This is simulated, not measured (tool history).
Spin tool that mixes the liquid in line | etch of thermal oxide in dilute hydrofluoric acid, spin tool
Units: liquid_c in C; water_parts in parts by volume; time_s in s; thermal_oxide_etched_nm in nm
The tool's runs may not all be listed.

{"run": 1, "hour": 0.0, "liquid_c": 21.0, "water_parts": 110, "time_s": 275, "thermal_oxide_etched_nm": 11.53}
{"run": 2, "hour": 5.5, "liquid_c": 21.0, "water_parts": 110, "time_s": 300, "thermal_oxide_etched_nm": 12.548}
{"run": 3, "hour": 11.3, "liquid_c": 19.5, "water_parts": 130, "time_s": 300, "thermal_oxide_etched_nm": 9.7491}
{"run": 4, "hour": 18.8, "liquid_c": 19.5, "water_parts": 115, "time_s": 300, "thermal_oxide_etched_nm": 11.123}
{"run": 5, "hour": 21.8, "liquid_c": 19.5, "water_parts": 140, "time_s": 300, "thermal_oxide_etched_nm": 8.9469}
{"run": 6, "hour": 24.5, "liquid_c": 19.5, "water_parts": 125, "time_s": 300, "thermal_oxide_etched_nm": 10.142}
{"run": 7, "hour": 25.3, "liquid_c": 17.0, "water_parts": 170, "time_s": 300, "thermal_oxide_etched_nm": 6.4335}
{"run": 8, "hour": 31.1, "liquid_c": 17.0, "water_parts": 175, "time_s": 300, "thermal_oxide_etched_nm": 6.2573}
{"run": 9, "hour": 35.9, "liquid_c": 17.0, "water_parts": 180, "time_s": 300, "thermal_oxide_etched_nm": 6.0625}

The next listed run, before its measurement:
{"run": 10, "hour": 43.2, "liquid_c": 17.0, "water_parts": 185, "time_s": 300, "thermal_oxide_etched_nm": "?"}

{"run 10": {"thermal_oxide_etched_nm": 5.871}}
